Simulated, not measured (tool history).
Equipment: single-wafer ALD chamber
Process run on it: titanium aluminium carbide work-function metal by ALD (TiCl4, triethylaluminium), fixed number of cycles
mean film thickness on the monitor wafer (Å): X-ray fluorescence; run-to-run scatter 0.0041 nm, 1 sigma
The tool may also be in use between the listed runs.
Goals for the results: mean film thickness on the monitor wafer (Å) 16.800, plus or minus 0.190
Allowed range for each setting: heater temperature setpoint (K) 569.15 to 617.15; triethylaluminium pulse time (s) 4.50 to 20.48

| run | hour | heater temperature setpoint (K) | triethylaluminium pulse time (s) | mean film thickness on the monitor wafer (Å) |
|---|---|---|---|---|
| 1 | 0.0 | 593.15 | 12.49 | 20.333 |
| 2 | 4.5 | 588.15 | 10.95 | 19.769 |
| 3 | 9.3 | 588.15 | 14.46 | 20.172 |
| 4 | 16.4 | 583.15 | 14.46 | 19.754 |
| 5 | 21.7 | 580.15 | 12.54 | 19.322 |
| 6 | 26.2 | 578.15 | 10.99 | 19.095 |
| 7 | 26.9 | 576.15 | 9.74 | 18.615 |
| 8 | 35.1 | 575.15 | 8.73 | 18.167 |
| 9 | 37.5 | 574.15 | 7.92 | 17.705 |
| 10 | 39.3 | 573.15 | 7.50 | 17.418 |
| 11 | 43.3 | 572.15 | 7.27 | 17.077 |
| 12 | 48.0 | 571.15 | 7.25 | 17.057 |

Which one of the following 5 next-run settings gets every result inside its allowed miss? There is exactly one.
| A | 52.7 | 569.15 | 7.54 | ? |
| B | 52.7 | 569.15 | 7.78 | ? |
| C | 52.7 | 572.15 | 7.52 | ? |
| D | 52.7 | 569.15 | 7.00 | ? |
| E | 52.7 | 569.15 | 7.83 | ? |

| move | mean film thickness on the monitor wafer (Å) |
|---|---|
| A | 17.096 |
| B | 17.243 |
| C | 17.294 |
| D | 16.711 |
| E | 17.272 |
A: its largest miss is bigger than the last run's
B: its largest miss is bigger than the last run's
C: its largest miss is bigger than the last run's
D: meets every target
E: its largest miss is bigger than the last run's
D is the move that brings every result within its allowed miss.

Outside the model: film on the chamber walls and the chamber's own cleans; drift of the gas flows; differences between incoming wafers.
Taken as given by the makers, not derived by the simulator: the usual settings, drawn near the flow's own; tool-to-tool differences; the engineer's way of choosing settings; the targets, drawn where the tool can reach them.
